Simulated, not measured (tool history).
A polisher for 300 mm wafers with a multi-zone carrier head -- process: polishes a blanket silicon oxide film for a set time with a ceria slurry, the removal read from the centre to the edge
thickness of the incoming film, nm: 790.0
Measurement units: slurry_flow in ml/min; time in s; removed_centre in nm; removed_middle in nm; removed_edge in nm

run 1 hour=0.0 | slurry_flow=315 centre_zone=1.00 middle_zone=1.00 edge_zone=1.00 time=47 | removed_centre=275.88 removed_middle=277.36 removed_edge=273.57
run 2 hour=3.4 | slurry_flow=315 centre_zone=1.01 middle_zone=0.98 edge_zone=0.98 time=46 | removed_centre=270.23 removed_middle=263.93 removed_edge=271.94
run 3 hour=11.2 | slurry_flow=315 centre_zone=1.03 middle_zone=0.99 edge_zone=0.98 time=44 | removed_centre=267.99 removed_middle=247.24 removed_edge=257.46
run 4 hour=11.9 | slurry_flow=315 centre_zone=1.03 middle_zone=0.99 edge_zone=0.98 time=37 | removed_centre=222.63 removed_middle=217.99 removed_edge=214.54
run 5 hour=19.7 | slurry_flow=315 centre_zone=1.03 middle_zone=0.94 edge_zone=0.98 time=37 | removed_centre=228.42 removed_middle=209.39 removed_edge=217.60
run 6 hour=24.4 | slurry_flow=280 centre_zone=1.03 middle_zone=0.94 edge_zone=0.98 time=37 | removed_centre=221.72 removed_middle=204.02 removed_edge=213.07
run 7 hour=26.2 | slurry_flow=290 centre_zone=1.04 middle_zone=0.95 edge_zone=0.98 time=37 | removed_centre=222.24 removed_middle=209.62 removed_edge=215.21
run 8 hour=33.3 | slurry_flow=300 centre_zone=1.05 middle_zone=0.95 edge_zone=0.98 time=37 | removed_centre=228.85 removed_middle=210.18 removed_edge=215.87
run 9 hour=38.2 | slurry_flow=305 centre_zone=1.06 middle_zone=0.95 edge_zone=0.98 time=37 | removed_centre=230.55 removed_middle=207.28 removed_edge=215.97

Run 10 comes next. What will it give?
run 10 hour=38.9 | slurry_flow=310 centre_zone=1.07 middle_zone=0.96 edge_zone=0.98 time=37 | removed_centre=? removed_middle=? removed_edge=?

removed_centre: 232.12 nm
removed_middle: 211.85 nm
removed_edge: 215.79 nm
